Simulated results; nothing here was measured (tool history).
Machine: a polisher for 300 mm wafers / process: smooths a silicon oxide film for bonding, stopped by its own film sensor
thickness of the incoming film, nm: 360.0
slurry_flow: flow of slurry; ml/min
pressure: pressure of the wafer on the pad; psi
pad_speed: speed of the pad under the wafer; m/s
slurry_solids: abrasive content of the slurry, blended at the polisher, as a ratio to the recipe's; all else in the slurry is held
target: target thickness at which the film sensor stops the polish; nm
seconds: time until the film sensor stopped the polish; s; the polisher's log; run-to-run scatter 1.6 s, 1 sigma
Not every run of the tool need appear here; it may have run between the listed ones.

run,hour,slurry_flow,pressure,pad_speed,slurry_solids,target,seconds
1,0.0,250,2.0,0.84,1.0,311,65.861
2,6.3,250,2.0,0.84,1.0,316,58.114
3,15.1,250,2.0,0.84,1.0,311,65.453
4,17.1,185,2.0,0.84,1.0,311,68.945
5,23.5,185,1.9,0.84,1.0,311,70.681
6,32.4,185,2.3,0.84,1.0,311,60.807
7,33.3,185,2.2,0.84,1.0,311,60.858
8,38.6,185,2.1,0.84,1.0,311,64.960
9,43.9,185,2.1,0.84,1.0,311,64.898
10,45.8,185,2.0,0.84,1.0,311,68.120

Forecast run 11:
11,50.0,185,1.9,0.84,1.0,311,?

Run 11 gave seconds 72.148 s.
